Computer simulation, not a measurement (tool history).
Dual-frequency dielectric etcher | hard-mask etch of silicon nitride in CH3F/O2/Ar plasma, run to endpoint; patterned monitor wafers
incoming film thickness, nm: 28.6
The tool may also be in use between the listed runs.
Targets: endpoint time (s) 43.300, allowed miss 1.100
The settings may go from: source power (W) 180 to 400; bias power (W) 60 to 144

| run | hour | source power (W) | bias power (W) | endpoint time (s) |
|---|---|---|---|---|
| 1 | 0.0 | 290 | 102 | 48.059 |
| 2 | 8.5 | 300 | 104 | 47.588 |
| 3 | 11.1 | 310 | 106 | 46.373 |
| 4 | 16.6 | 320 | 107 | 45.442 |
| 5 | 18.2 | 330 | 108 | 45.314 |
| 6 | 23.5 | 330 | 96 | 47.037 |
| 7 | 28.7 | 340 | 98 | 45.934 |
| 8 | 36.4 | 350 | 99 | 45.672 |
| 9 | 42.4 | 360 | 100 | 45.058 |
| 10 | 51.3 | 360 | 101 | 45.104 |
| 11 | 55.9 | 360 | 102 | 44.138 |

4 next moves are on the table. One of them brings every result within its allowed miss. Which?
| A | 60.5 | 370 | 108 | ? |
| B | 60.5 | 330 | 103 | ? |
| C | 60.5 | 360 | 99 | ? |
| D | 60.5 | 310 | 106 | ? |

| move | endpoint time (s) |
|---|---|
| A | 42.796 |
| B | 45.596 |
| C | 44.943 |
| D | 46.059 |
A: meets every target
B: further off than the last run
C: further off than the last run
D: further off than the last run
Answer: A
